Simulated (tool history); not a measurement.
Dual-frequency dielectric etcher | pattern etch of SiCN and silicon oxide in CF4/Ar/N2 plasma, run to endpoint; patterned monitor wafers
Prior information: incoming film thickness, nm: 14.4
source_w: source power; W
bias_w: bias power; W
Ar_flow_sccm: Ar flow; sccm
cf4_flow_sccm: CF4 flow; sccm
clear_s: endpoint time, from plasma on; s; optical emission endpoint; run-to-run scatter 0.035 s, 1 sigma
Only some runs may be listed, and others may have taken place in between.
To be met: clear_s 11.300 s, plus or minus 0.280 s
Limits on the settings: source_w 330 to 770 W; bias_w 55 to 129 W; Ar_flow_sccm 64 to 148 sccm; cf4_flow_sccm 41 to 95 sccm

Run 1, hour 0.0: source_w 550 W, bias_w 92 W, Ar_flow_sccm 106 sccm, cf4_flow_sccm 68 sccm. Result: clear_s 13.920 s.
Run 2, hour 8.9: source_w 550 W, bias_w 92 W, Ar_flow_sccm 106 sccm, cf4_flow_sccm 56 sccm. Result: clear_s 14.054 s.
Run 3, hour 16.6: source_w 640 W, bias_w 92 W, Ar_flow_sccm 106 sccm, cf4_flow_sccm 56 sccm. Result: clear_s 12.959 s.
Run 4, hour 18.5: source_w 700 W, bias_w 92 W, Ar_flow_sccm 106 sccm, cf4_flow_sccm 56 sccm. Result: clear_s 12.166 s.
Run 5, hour 26.6: source_w 700 W, bias_w 92 W, Ar_flow_sccm 97 sccm, cf4_flow_sccm 56 sccm. Result: clear_s 12.106 s.
Run 6, hour 30.6: source_w 700 W, bias_w 101 W, Ar_flow_sccm 97 sccm, cf4_flow_sccm 56 sccm. Result: clear_s 11.813 s.
Run 7, hour 34.0: source_w 710 W, bias_w 101 W, Ar_flow_sccm 97 sccm, cf4_flow_sccm 56 sccm. Result: clear_s 11.732 s.
Run 8, hour 43.1: source_w 720 W, bias_w 101 W, Ar_flow_sccm 97 sccm, cf4_flow_sccm 56 sccm. Result: clear_s 11.633 s.

5 next moves are on the table. One of them brings every result within its allowed miss. Which?
Run A, hour 52.2: source_w 660 W, bias_w 98 W, Ar_flow_sccm 78 sccm, cf4_flow_sccm 59 sccm. Result: clear_s ?.
Run B, hour 52.2: source_w 720 W, bias_w 112 W, Ar_flow_sccm 102 sccm, cf4_flow_sccm 59 sccm. Result: clear_s ?.
Run C, hour 52.2: source_w 770 W, bias_w 83 W, Ar_flow_sccm 108 sccm, cf4_flow_sccm 50 sccm. Result: clear_s ?.
Run D, hour 52.2: source_w 700 W, bias_w 102 W, Ar_flow_sccm 80 sccm, cf4_flow_sccm 46 sccm. Result: clear_s ?.
Run E, hour 52.2: source_w 700 W, bias_w 96 W, Ar_flow_sccm 100 sccm, cf4_flow_sccm 52 sccm. Result: clear_s ?.

move  clear_s
   A   12.012
   B   11.358
   C   12.059
   D   11.822
   E   12.177
A: its largest miss is bigger than the last run's
B: every result within its allowed miss
C: its largest miss is bigger than the last run's
D: its largest miss is bigger than the last run's
E: its largest miss is bigger than the last run's
The move that meets every target is B.
